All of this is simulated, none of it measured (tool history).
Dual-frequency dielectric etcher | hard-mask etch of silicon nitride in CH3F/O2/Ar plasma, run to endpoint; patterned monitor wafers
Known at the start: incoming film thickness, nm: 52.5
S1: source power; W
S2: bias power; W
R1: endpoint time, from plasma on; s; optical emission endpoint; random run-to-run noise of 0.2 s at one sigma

| run | hour | S1 | S2 | R1 |
|---|---|---|---|---|
| 1 | 0 | 300 | 98 | 77.814 |
| 2 | 5.8 | 330 | 103 | 73.437 |
| 3 | 9.6 | 330 | 87 | 79.754 |
| 4 | 11 | 360 | 94 | 74.255 |
| 5 | 15.7 | 400 | 94 | 71.926 |
| 6 | 17.9 | 410 | 99 | 69.511 |

Run 7, settings as shown, results not yet in. Your forecast:
| 7 | 22.7 | 420 | 103 | ? |

Logged for run 7: R1 67.908 s.

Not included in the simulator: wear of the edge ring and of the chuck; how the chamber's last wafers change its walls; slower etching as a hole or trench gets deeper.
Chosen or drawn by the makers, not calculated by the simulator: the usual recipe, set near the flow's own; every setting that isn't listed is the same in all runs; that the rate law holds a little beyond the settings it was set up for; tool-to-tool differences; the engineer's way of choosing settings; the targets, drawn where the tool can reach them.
